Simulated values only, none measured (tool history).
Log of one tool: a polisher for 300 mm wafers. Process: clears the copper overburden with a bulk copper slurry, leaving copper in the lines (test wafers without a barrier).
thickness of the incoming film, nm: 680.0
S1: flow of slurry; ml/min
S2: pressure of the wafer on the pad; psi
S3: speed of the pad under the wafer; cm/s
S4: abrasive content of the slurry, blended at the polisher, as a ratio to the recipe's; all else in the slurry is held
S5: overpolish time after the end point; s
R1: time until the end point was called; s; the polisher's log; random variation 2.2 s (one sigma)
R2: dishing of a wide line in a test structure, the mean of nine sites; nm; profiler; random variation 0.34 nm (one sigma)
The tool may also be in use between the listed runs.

Run 1, day 0: S1 225 ml/min, S2 2 psi, S3 100 cm/s, S4 1, S5 9 s. Result: R1 119.03 s, R2 34.45 nm.
Run 2, day 0.133: S1 200 ml/min, S2 2 psi, S3 100 cm/s, S4 1, S5 9 s. Result: R1 123.14 s, R2 33.612 nm.
Run 3, day 0.379: S1 200 ml/min, S2 2 psi, S3 84 cm/s, S4 1, S5 9 s. Result: R1 140.06 s, R2 29.458 nm.
Run 4, day 0.75: S1 210 ml/min, S2 2.1 psi, S3 80 cm/s, S4 1.05, S5 8 s. Result: R1 143.31 s, R2 27.162 nm.
Run 5, day 1.071: S1 210 ml/min, S2 2.4 psi, S3 80 cm/s, S4 1.05, S5 8 s. Result: R1 133.71 s, R2 27.996 nm.
Run 6, day 1.221: S1 210 ml/min, S2 2.4 psi, S3 80 cm/s, S4 1.15, S5 8 s. Result: R1 134 s, R2 30.943 nm.
Run 7, day 1.425: S1 210 ml/min, S2 2.5 psi, S3 80 cm/s, S4 1.05, S5 7 s. Result: R1 124.23 s, R2 26.425 nm.
Run 8, day 1.688: S1 210 ml/min, S2 2.5 psi, S3 78 cm/s, S4 1, S5 6 s. Result: R1 136.49 s, R2 22.772 nm.
Run 9, day 1.912: S1 210 ml/min, S2 2.6 psi, S3 78 cm/s, S4 0.95, S5 5 s. Result: R1 132.34 s, R2 19.546 nm.

Run 10 comes next. What will it give?
Run 10, day 2.192: S1 210 ml/min, S2 2.7 psi, S3 78 cm/s, S4 0.9, S5 5 s. Result: R1 ?, R2 ?.

R1: 126.87 s
R2: 20.427 nm
